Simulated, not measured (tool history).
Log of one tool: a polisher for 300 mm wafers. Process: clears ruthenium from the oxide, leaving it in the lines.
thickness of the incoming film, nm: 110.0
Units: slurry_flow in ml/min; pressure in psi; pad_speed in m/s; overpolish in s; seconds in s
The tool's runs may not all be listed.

Run 1, hour 0.0: slurry_flow 155 ml/min, pressure 2.4 psi, pad_speed 0.90 m/s, overpolish 12 s. Result: seconds 85.980 s.
Run 2, hour 4.8: slurry_flow 155 ml/min, pressure 2.6 psi, pad_speed 0.92 m/s, overpolish 12 s. Result: seconds 77.270 s.
Run 3, hour 8.0: slurry_flow 155 ml/min, pressure 2.8 psi, pad_speed 0.94 m/s, overpolish 12 s. Result: seconds 75.976 s.
Run 4, hour 9.2: slurry_flow 155 ml/min, pressure 2.9 psi, pad_speed 1.00 m/s, overpolish 12 s. Result: seconds 66.831 s.
Run 5, hour 10.5: slurry_flow 155 ml/min, pressure 3.2 psi, pad_speed 1.00 m/s, overpolish 12 s. Result: seconds 62.012 s.
Run 6, hour 18.4: slurry_flow 155 ml/min, pressure 3.7 psi, pad_speed 1.00 m/s, overpolish 12 s. Result: seconds 56.643 s.
Run 7, hour 22.3: slurry_flow 155 ml/min, pressure 3.7 psi, pad_speed 1.00 m/s, overpolish 12 s. Result: seconds 57.242 s.

The next listed run, before its measurement:
Run 8, hour 26.7: slurry_flow 155 ml/min, pressure 3.7 psi, pad_speed 1.04 m/s, overpolish 12 s. Result: seconds ?.

Run 8 gave seconds 55.569 s.

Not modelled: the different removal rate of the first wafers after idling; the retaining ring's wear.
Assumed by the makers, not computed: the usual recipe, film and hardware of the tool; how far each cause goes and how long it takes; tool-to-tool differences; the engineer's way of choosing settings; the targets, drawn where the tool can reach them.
